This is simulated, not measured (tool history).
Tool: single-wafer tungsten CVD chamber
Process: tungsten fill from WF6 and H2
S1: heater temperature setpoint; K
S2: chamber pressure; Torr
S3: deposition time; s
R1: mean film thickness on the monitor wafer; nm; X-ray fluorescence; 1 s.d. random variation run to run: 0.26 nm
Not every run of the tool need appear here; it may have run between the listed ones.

run	hour	S1	S2	S3	R1
1	0.0	668.15	37.5	31.2	88.004
2	7.1	663.15	37.3	31.2	80.633
3	12.1	663.15	32.5	31.2	76.766
4	20.8	663.15	32.5	29.8	72.590
5	24.3	663.15	32.5	31.2	76.684
6	32.7	663.15	27.8	31.2	71.502
7	34.8	660.15	27.7	31.2	67.630
8	38.5	658.15	27.6	31.2	65.835
9	46.6	656.15	27.5	31.2	62.992

The next listed run, before its measurement:
10	52.9	655.15	27.5	31.2	?

R1: 61.783 nm
